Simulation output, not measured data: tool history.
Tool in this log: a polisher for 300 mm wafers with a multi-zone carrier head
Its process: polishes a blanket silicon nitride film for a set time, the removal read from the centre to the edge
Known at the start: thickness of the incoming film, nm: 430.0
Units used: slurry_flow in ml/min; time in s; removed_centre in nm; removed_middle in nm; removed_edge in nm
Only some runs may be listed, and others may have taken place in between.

{"run": 1, "hour": 0.0, "slurry_flow": 300, "centre_zone": 1, "middle_zone": 1, "edge_zone": 1, "time": 68, "removed_centre": 82.142, "removed_middle": 79.625, "removed_edge": 80.74}
{"run": 2, "hour": 7.8, "slurry_flow": 300, "centre_zone": 1, "middle_zone": 1, "edge_zone": 0.93, "time": 68, "removed_centre": 82.1, "removed_middle": 80.04, "removed_edge": 78.36}
{"run": 3, "hour": 8.8, "slurry_flow": 235, "centre_zone": 1, "middle_zone": 1, "edge_zone": 0.93, "time": 68, "removed_centre": 78.187, "removed_middle": 77.205, "removed_edge": 76.565}
{"run": 4, "hour": 16.0, "slurry_flow": 275, "centre_zone": 1.05, "middle_zone": 1.05, "edge_zone": 0.98, "time": 72, "removed_centre": 90.134, "removed_middle": 87.654, "removed_edge": 83.632}
{"run": 5, "hour": 21.6, "slurry_flow": 275, "centre_zone": 1.05, "middle_zone": 0.97, "edge_zone": 0.98, "time": 72, "removed_centre": 89.273, "removed_middle": 80.875, "removed_edge": 84.553}
{"run": 6, "hour": 26.7, "slurry_flow": 275, "centre_zone": 1.05, "middle_zone": 1.05, "edge_zone": 0.98, "time": 72, "removed_centre": 88.974, "removed_middle": 86.45, "removed_edge": 85.578}
{"run": 7, "hour": 30.6, "slurry_flow": 315, "centre_zone": 1.1, "middle_zone": 1.09, "edge_zone": 0.98, "time": 74, "removed_centre": 97.924, "removed_middle": 92.553, "removed_edge": 88.795}

Run 8 has not been measured yet. What should we expect?
{"run": 8, "hour": 38.8, "slurry_flow": 335, "centre_zone": 1.13, "middle_zone": 1.12, "edge_zone": 0.98, "time": 76, "removed_centre": "?", "removed_middle": "?", "removed_edge": "?"}

removed_centre: 105.62 nm
removed_middle: 99.348 nm
removed_edge: 90.627 nm
